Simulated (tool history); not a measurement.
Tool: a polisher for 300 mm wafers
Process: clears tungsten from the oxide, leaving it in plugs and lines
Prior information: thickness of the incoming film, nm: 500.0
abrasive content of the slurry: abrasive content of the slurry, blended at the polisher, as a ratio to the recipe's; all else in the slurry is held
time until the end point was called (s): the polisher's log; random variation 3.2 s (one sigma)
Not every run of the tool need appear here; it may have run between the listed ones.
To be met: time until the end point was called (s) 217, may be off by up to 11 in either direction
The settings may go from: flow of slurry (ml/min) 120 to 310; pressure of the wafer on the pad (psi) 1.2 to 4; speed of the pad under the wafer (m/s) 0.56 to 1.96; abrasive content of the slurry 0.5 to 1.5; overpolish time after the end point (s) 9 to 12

run	hour	flow of slurry (ml/min)	pressure of the wafer on the pad (psi)	speed of the pad under the wafer (m/s)	abrasive content of the slurry	overpolish time after the end point (s)	time until the end point was called (s)
1	0	200	2.6	1.26	1	12	142.02
2	3	200	2.6	1.46	1	12	128.77
3	8	200	2.4	1.44	1	12	138.29
4	12.2	200	2.4	1.44	1	12	139.49
5	15.4	200	2.4	1.44	1.2	12	131.16
# hour 18: slurry nozzle cleaned
6	18	200	2.4	1.44	1.3	12	122.93
7	26.2	200	1.7	1.26	1.3	12	185.06
8	27.3	200	1.6	1.26	1.3	12	198.81

Consider the 4 candidate settings below. Which is the only one whose results all fall within their allowed miss of target?
A	28.4	190	1.7	1.24	1.3	11	?
B	28.4	230	1.5	1.38	1.3	9	?
C	28.4	180	1.8	1.1	1	9	?
D	28.4	230	1.8	1.12	1.25	9	?

move	time until the end point was called (s)
A	196.19
B	197.63
C	224.23
D	200.16
A: misses by more than the last run did
B: misses by more than the last run did
C: all results in spec
D: better than the last run, though not everything is in spec
C is the move that brings every result within its allowed miss.

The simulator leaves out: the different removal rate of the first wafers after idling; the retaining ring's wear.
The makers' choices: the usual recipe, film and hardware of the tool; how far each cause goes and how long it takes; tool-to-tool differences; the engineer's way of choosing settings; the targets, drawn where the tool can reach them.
